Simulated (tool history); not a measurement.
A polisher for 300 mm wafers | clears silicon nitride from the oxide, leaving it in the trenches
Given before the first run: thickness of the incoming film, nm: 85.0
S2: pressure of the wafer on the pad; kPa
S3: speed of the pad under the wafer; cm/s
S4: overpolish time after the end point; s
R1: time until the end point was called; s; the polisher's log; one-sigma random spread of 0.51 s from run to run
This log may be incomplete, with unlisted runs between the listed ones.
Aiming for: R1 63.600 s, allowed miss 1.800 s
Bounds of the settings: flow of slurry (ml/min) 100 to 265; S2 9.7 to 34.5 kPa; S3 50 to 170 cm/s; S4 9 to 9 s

{"run": 1, "hour": 0.0, "flow of slurry (ml/min)": 170, "S2": 22.1, "S3": 110, "S4": 9, "R1": 87.771}
{"run": 2, "hour": 8.6, "flow of slurry (ml/min)": 170, "S2": 22.1, "S3": 110, "S4": 9, "R1": 85.853}
{"run": 3, "hour": 12.7, "flow of slurry (ml/min)": 180, "S2": 23.4, "S3": 110, "S4": 9, "R1": 82.238}
{"run": 4, "hour": 15.9, "flow of slurry (ml/min)": 180, "S2": 24.8, "S3": 110, "S4": 9, "R1": 77.72}
{"run": 5, "hour": 16.6, "flow of slurry (ml/min)": 180, "S2": 22.1, "S3": 110, "S4": 9, "R1": 86.686}
{"run": 6, "hour": 19.5, "flow of slurry (ml/min)": 160, "S2": 22.1, "S3": 110, "S4": 9, "R1": 88.235}
{"run": 7, "hour": 27.1, "flow of slurry (ml/min)": 170, "S2": 24.1, "S3": 110, "S4": 9, "R1": 80.605}
{"run": 8, "hour": 30.1, "flow of slurry (ml/min)": 175, "S2": 25.5, "S3": 110, "S4": 9, "R1": 75.969}
{"run": 9, "hour": 35.1, "flow of slurry (ml/min)": 180, "S2": 26.9, "S3": 110, "S4": 9, "R1": 71.049}
{"run": 10, "hour": 40.7, "flow of slurry (ml/min)": 185, "S2": 27.6, "S3": 110, "S4": 9, "R1": 69.846}
{"run": 11, "hour": 49.0, "flow of slurry (ml/min)": 185, "S2": 28.3, "S3": 110, "S4": 9, "R1": 68.138}

Which of these 4 next moves meets every target?
{"run": "A", "hour": 57.3, "flow of slurry (ml/min)": 165, "S2": 24.1, "S3": 118, "S4": 9, "R1": "?"}
{"run": "B", "hour": 57.3, "flow of slurry (ml/min)": 185, "S2": 29.0, "S3": 114, "S4": 9, "R1": "?"}
{"run": "C", "hour": 57.3, "flow of slurry (ml/min)": 225, "S2": 31.0, "S3": 98, "S4": 9, "R1": "?"}
{"run": "D", "hour": 57.3, "flow of slurry (ml/min)": 185, "S2": 29.6, "S3": 104, "S4": 9, "R1": "?"}

move=A R1=75.385
move=B R1=64.468
move=C R1=68.413
move=D R1=68.869
A: further off than the last run
B: each result inside its tolerance
C: further off than the last run
D: further off than the last run
Move B is the one to make.
